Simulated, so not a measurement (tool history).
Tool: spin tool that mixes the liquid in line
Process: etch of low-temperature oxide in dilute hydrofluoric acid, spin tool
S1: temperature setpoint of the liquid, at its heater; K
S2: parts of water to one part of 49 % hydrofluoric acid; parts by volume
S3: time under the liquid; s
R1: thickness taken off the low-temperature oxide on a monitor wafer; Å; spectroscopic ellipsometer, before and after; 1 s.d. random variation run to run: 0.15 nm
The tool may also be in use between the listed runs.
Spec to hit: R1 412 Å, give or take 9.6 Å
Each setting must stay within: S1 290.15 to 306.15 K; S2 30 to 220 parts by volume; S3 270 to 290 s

run,hour,S1,S2,S3,R1
1,0,298.15,125,270,223.72
2,4.7,298.15,105,270,273.22
3,12,300.15,100,270,312.62
4,16.9,300.15,85,270,372.65
5,21.1,300.65,85,270,379.98
6,24.8,298.15,85,270,346.83
7,27.4,299.15,85,270,358.4
8,31.5,300.15,85,270,371.63
9,33.5,300.65,85,270,379.95
10,34.8,301.15,85,270,388.67

Pick the move, out of 4, that brings all results within their allowed miss; only one does.
A,36.1,300.65,85,290,?
B,36.1,302.15,85,290,?
C,36.1,303.15,95,280,?
D,36.1,301.65,90,270,?

move,R1
A,407.32
B,431.59
C,381.82
D,369.7
A: each result inside its tolerance
B: the result that was furthest off in the last run now lies on the other side of its target
C: its largest miss is bigger than the last run's
D: its largest miss is bigger than the last run's
A meets every target.

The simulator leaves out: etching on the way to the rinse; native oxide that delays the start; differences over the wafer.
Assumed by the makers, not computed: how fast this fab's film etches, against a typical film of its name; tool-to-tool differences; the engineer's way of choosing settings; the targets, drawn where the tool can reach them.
